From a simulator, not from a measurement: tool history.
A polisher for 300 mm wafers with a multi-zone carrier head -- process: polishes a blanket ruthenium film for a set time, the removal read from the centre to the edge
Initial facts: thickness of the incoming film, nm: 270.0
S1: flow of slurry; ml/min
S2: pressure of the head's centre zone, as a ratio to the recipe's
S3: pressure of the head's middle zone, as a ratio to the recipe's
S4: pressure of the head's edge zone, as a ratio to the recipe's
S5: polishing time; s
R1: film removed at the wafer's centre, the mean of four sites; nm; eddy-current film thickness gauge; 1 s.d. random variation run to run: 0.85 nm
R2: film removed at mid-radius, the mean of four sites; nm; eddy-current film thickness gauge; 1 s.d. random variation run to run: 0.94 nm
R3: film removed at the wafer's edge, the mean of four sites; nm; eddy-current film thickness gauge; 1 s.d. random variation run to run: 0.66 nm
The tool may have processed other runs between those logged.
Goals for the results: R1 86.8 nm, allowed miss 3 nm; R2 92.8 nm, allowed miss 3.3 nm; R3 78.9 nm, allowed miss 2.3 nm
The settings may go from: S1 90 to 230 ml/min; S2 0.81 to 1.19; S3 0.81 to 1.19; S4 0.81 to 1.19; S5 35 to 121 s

Run 1, hour 0: S1 150 ml/min, S2 1, S3 1, S4 1, S5 78 s. Result: R1 63.953 nm, R2 63.144 nm, R3 62.45 nm.
Run 2, hour 6.2: S1 150 ml/min, S2 1.06, S3 1, S4 1, S5 78 s. Result: R1 66.099 nm, R2 63.649 nm, R3 62.455 nm.
Run 3, hour 11.8: S1 165 ml/min, S2 1.08, S3 1.05, S4 1.03, S5 81 s. Result: R1 71.647 nm, R2 69.415 nm, R3 66.108 nm.
Run 4, hour 17.5: S1 165 ml/min, S2 1.08, S3 1.12, S4 1.03, S5 81 s. Result: R1 71.23 nm, R2 74.72 nm, R3 65.668 nm.
Run 5, hour 21: S1 165 ml/min, S2 1.08, S3 1.12, S4 1.03, S5 74 s. Result: R1 63.736 nm, R2 68.54 nm, R3 60.113 nm.
Run 6, hour 22.6: S1 175 ml/min, S2 1.09, S3 1.14, S4 1.05, S5 79 s. Result: R1 69.901 nm, R2 74.308 nm, R3 65.228 nm.
Run 7, hour 25.6: S1 180 ml/min, S2 1.1, S3 1.15, S4 1.06, S5 83 s. Result: R1 75.422 nm, R2 77.628 nm, R3 68.058 nm.
Run 8, hour 34.5: S1 180 ml/min, S2 1.09, S3 1.16, S4 1.06, S5 87 s. Result: R1 78.258 nm, R2 85.323 nm, R3 71.854 nm.
Run 9, hour 38.7: S1 185 ml/min, S2 1.1, S3 1.17, S4 1.08, S5 88 s. Result: R1 79.788 nm, R2 85.676 nm, R3 73.583 nm.
Run 10, hour 39.4: S1 190 ml/min, S2 1.1, S3 1.18, S4 1.09, S5 89 s. Result: R1 81.782 nm, R2 87.759 nm, R3 74.688 nm.
Run 11, hour 42.6: S1 195 ml/min, S2 1.1, S3 1.18, S4 1.1, S5 90 s. Result: R1 81.49 nm, R2 89.242 nm, R3 76.305 nm.

Of the 4 settings listed for the next run, only one would bring every result within its allowed miss of target. Which one?
Run A, hour 45.8: S1 180 ml/min, S2 1.15, S3 1.14, S4 1.15, S5 91 s. Result: R1 ?, R2 ?, R3 ?.
Run B, hour 45.8: S1 120 ml/min, S2 1.15, S3 1.19, S4 1.08, S5 93 s. Result: R1 ?, R2 ?, R3 ?.
Run C, hour 45.8: S1 205 ml/min, S2 1.1, S3 1.1, S4 1.15, S5 97 s. Result: R1 ?, R2 ?, R3 ?.
Run D, hour 45.8: S1 195 ml/min, S2 1.09, S3 1.16, S4 1.06, S5 94 s. Result: R1 ?, R2 ?, R3 ?.

move      R1      R2      R3
   A  85.904  87.027  77.639
   B  81.252  86.181  73.598
   C  90.501  91.621  83.917
   D  86.518  92.324  78.276
A: meets the target for the result that was furthest off, but another lies outside its allowed miss
B: the biggest miss grows against the last run
C: takes the result that was furthest off past its target
D: all results land within tolerance of their targets
So the answer is move D, the one that meets all the targets.
